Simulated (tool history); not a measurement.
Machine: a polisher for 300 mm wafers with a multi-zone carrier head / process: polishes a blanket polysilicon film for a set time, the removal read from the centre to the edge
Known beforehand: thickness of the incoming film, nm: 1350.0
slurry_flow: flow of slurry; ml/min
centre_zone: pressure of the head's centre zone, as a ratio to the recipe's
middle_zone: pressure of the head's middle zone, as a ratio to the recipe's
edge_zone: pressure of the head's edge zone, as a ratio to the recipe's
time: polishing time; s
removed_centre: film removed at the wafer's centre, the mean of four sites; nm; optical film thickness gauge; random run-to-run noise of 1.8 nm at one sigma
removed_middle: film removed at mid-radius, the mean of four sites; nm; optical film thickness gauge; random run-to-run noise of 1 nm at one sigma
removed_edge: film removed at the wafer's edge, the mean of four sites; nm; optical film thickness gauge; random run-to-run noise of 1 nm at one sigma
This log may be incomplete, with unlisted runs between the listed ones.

run,hour,slurry_flow,centre_zone,middle_zone,edge_zone,time,removed_centre,removed_middle,removed_edge
1,0,160,1,1,1,31,220.38,215.15,224.79
2,7.8,150,0.95,1,0.95,28,187.89,193.51,196.97
3,14.1,140,0.91,1,0.91,26,162.79,177.7,177.69
4,18.9,140,0.91,1,0.91,31,197.54,209.92,211.6
5,22.8,140,0.91,0.92,0.91,31,199.48,196.51,212.32
6,26.6,140,0.91,0.92,0.95,31,198.61,195.52,214.46
7,30.7,135,0.89,0.94,0.91,28,171.38,180.47,191.38

What will run 8 give?
# hour 33.2: edge zone pressure recalibrated
8,33.2,130,0.88,0.96,0.88,26,?,?,?

{"run 8": {"removed_centre": 159.64, "removed_middle": 166.2, "removed_edge": 167.02}}

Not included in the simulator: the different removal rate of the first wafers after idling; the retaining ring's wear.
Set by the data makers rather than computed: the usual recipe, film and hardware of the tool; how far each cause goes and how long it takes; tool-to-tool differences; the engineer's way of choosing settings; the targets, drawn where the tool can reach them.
